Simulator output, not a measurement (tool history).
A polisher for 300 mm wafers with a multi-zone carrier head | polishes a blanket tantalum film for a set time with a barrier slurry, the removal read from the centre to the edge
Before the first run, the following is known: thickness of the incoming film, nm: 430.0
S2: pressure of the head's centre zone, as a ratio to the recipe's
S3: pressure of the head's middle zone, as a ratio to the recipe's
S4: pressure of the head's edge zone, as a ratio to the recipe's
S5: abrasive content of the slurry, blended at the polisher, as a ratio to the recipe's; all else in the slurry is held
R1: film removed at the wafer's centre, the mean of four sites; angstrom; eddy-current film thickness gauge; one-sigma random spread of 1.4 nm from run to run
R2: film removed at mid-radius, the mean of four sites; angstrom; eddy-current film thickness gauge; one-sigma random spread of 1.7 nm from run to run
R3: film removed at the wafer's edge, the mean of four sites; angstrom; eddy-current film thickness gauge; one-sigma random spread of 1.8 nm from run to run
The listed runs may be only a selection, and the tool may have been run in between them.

run 1 hour=0 | flow_of_slurry_(ml/min)=160 S2=1 S3=1 S4=1 S5=1 polishing_time_(s)=74 | R1=1038.4 R2=1023.7 R3=1090.3
run 2 hour=8.7 | flow_of_slurry_(ml/min)=165 S2=0.98 S3=1 S4=1.04 S5=1.1 polishing_time_(s)=75 | R1=1045.9 R2=1087.5 R3=1140.7
run 3 hour=14.1 | flow_of_slurry_(ml/min)=165 S2=0.97 S3=0.97 S4=1.07 S5=1.2 polishing_time_(s)=77 | R1=1099.3 R2=1104.9 R3=1210.6
run 4 hour=21 | flow_of_slurry_(ml/min)=165 S2=0.97 S3=0.91 S4=1.07 S5=1.2 polishing_time_(s)=77 | R1=1078.8 R2=1048.1 R3=1220.6
run 5 hour=24.3 | flow_of_slurry_(ml/min)=165 S2=1.04 S3=0.91 S4=1.07 S5=1.2 polishing_time_(s)=77 | R1=1160.8 R2=1046.6 R3=1218.3
run 6 hour=31.2 | flow_of_slurry_(ml/min)=165 S2=1.04 S3=0.86 S4=1.07 S5=1.2 polishing_time_(s)=77 | R1=1136.2 R2=996.25 R3=1219.2
run 7 hour=33.9 | flow_of_slurry_(ml/min)=170 S2=1.01 S3=0.88 S4=1.09 S5=1.25 polishing_time_(s)=78 | R1=1150.3 R2=1034.9 R3=1252.5
run 8 hour=40.1 | flow_of_slurry_(ml/min)=165 S2=0.98 S3=0.89 S4=1.1 S5=1.3 polishing_time_(s)=79 | R1=1143.7 R2=1048.1 R3=1305.8

Run 9, settings as shown, results not yet in. Your forecast:
run 9 hour=46.9 | flow_of_slurry_(ml/min)=170 S2=0.96 S3=0.92 S4=1.11 S5=1.3 polishing_time_(s)=79 | R1=? R2=? R3=?

Logged for run 9: R1 1098.4 angstrom, R2 1133.8 angstrom, R3 1300.1 angstrom.

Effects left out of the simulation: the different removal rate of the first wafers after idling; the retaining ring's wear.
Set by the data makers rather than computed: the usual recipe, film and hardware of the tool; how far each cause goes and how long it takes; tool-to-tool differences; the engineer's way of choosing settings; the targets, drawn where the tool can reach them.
